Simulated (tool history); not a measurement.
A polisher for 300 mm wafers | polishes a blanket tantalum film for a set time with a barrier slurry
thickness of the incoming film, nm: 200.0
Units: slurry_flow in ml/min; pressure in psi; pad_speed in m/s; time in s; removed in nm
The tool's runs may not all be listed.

| run | hour | slurry_flow | pressure | pad_speed | slurry_solids | time | removed |
|---|---|---|---|---|---|---|---|
| 1 | 0.0 | 320 | 1.7 | 1.00 | 1.00 | 36 | 45.473 |
| 2 | 4.1 | 320 | 1.7 | 1.16 | 1.00 | 36 | 53.602 |
| 3 | 5.8 | 320 | 1.7 | 1.16 | 1.15 | 36 | 54.182 |
| 4 | 6.5 | 320 | 1.4 | 1.16 | 1.15 | 36 | 49.786 |
| 5 | 11.6 | 320 | 1.3 | 1.12 | 1.15 | 36 | 44.710 |
| 6 | 17.9 | 320 | 1.2 | 1.10 | 1.15 | 36 | 42.124 |

Forecast run 7:
| 7 | 19.1 | 320 | 1.1 | 1.08 | 1.15 | 36 | ? |

Run 7 gave removed 38.397 nm.
